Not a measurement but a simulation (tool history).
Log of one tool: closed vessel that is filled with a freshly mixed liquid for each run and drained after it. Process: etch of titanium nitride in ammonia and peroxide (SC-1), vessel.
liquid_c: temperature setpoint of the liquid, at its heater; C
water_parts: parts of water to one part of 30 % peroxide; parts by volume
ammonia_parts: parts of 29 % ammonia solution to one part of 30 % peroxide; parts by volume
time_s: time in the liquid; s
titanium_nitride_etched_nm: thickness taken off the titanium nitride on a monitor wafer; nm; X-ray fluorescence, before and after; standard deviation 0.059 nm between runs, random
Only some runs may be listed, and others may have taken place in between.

| run | hour | liquid_c | water_parts | ammonia_parts | time_s | titanium_nitride_etched_nm |
|---|---|---|---|---|---|---|
| 1 | 0.0 | 57.0 | 25.5 | 0.6 | 100 | 4.6266 |
| 2 | 5.1 | 57.0 | 32.0 | 0.6 | 100 | 3.9755 |
| 3 | 14.2 | 60.0 | 32.0 | 0.6 | 100 | 4.8886 |
| 4 | 15.3 | 62.0 | 32.0 | 0.6 | 100 | 5.5983 |
| 5 | 20.0 | 62.0 | 27.0 | 0.6 | 100 | 6.1132 |
| 6 | 25.0 | 69.0 | 27.0 | 0.6 | 100 | 9.6789 |
| 7 | 28.9 | 67.5 | 27.0 | 0.6 | 100 | 8.7064 |

Estimate the outcome of run 8 from the log above:
| 8 | 30.9 | 67.0 | 27.0 | 0.6 | 100 | ? |

Run 8 yielded titanium_nitride_etched_nm 8.4418 nm.

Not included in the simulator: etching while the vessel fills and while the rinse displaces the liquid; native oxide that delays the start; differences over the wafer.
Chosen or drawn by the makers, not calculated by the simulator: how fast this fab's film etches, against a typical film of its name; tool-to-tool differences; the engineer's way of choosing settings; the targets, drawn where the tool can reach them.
